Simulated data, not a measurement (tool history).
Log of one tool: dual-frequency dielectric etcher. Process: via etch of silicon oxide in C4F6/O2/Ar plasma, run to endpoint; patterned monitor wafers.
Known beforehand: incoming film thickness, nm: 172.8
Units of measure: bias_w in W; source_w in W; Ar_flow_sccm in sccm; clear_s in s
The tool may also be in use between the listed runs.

| run | hour | bias_w | source_w | Ar_flow_sccm | clear_s |
|---|---|---|---|---|---|
| 1 | 0.0 | 575 | 430 | 318 | 38.501 |
| 2 | 1.5 | 575 | 480 | 318 | 37.183 |
| 3 | 7.4 | 575 | 480 | 366 | 37.572 |
| 4 | 14.3 | 575 | 400 | 366 | 40.295 |
| 5 | 20.4 | 575 | 330 | 366 | 42.626 |
| 6 | 23.8 | 575 | 280 | 366 | 45.146 |

Predict the results of run 7:
| 7 | 29.9 | 562 | 280 | 366 | ? |

{"run 7": {"clear_s": 45.367}}

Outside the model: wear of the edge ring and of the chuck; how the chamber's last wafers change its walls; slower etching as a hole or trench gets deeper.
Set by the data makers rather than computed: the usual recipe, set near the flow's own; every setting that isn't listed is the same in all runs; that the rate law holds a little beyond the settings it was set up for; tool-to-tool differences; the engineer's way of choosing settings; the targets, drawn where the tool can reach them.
